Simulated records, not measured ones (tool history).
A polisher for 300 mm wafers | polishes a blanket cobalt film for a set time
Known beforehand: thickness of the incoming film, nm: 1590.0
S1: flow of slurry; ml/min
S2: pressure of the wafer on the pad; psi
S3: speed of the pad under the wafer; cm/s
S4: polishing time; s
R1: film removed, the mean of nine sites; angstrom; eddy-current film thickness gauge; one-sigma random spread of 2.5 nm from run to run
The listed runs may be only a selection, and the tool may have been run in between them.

run,hour,S1,S2,S3,S4,R1
1,0.0,210,2.4,124,23,2015.0
2,3.9,210,2.0,124,23,1682.7
3,11.3,215,2.2,124,23,1833.2
4,12.2,215,2.4,124,23,2022.9
5,18.7,220,2.6,124,23,2166.7
6,22.5,220,2.8,124,23,2330.2
7,31.2,220,2.9,124,23,2418.2
8,35.6,220,3.0,124,23,2502.4

Expected results for the next run?
9,41.8,220,3.1,124,23,?

Logged for run 9: R1 2580.8 angstrom.
